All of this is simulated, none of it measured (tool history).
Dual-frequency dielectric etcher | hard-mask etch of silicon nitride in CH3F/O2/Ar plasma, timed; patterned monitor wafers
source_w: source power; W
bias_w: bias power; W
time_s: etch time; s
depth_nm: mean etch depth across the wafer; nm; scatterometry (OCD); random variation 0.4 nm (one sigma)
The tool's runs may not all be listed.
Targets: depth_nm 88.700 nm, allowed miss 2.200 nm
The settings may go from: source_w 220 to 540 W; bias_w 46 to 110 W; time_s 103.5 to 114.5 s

| run | hour | source_w | bias_w | time_s | depth_nm |
|---|---|---|---|---|---|
| 1 | 0.0 | 380 | 78 | 114.5 | 77.028 |
| 2 | 6.3 | 440 | 78 | 114.5 | 80.924 |
| 3 | 14.6 | 440 | 78 | 114.5 | 80.780 |
| 4 | 20.5 | 440 | 78 | 114.5 | 80.359 |
| 5 | 26.5 | 370 | 78 | 114.5 | 75.880 |
| 6 | 28.7 | 310 | 78 | 114.5 | 70.689 |
| 7 | 36.7 | 340 | 80 | 114.5 | 74.056 |
| 8 | 38.4 | 340 | 80 | 114.5 | 73.335 |
| 9 | 45.1 | 370 | 82 | 114.5 | 76.930 |
|  | 50.8 | source power generator calibrated |
| 10 | 50.8 | 450 | 88 | 114.5 | 85.596 |

5 next moves are on the table. One of them brings every result within its allowed miss. Which?
| A | 56.5 | 430 | 80 | 114.5 | ? |
| B | 56.5 | 460 | 88 | 107.0 | ? |
| C | 56.5 | 450 | 95 | 110.0 | ? |
| D | 56.5 | 480 | 90 | 114.5 | ? |
| E | 56.5 | 500 | 81 | 106.5 | ? |

| move | depth_nm |
|---|---|
| A | 82.372 |
| B | 81.157 |
| C | 84.589 |
| D | 88.850 |
| E | 81.498 |
A: further off than the last run
B: further off than the last run
C: further off than the last run
D: meets every target
E: further off than the last run
Move D is the one to make.
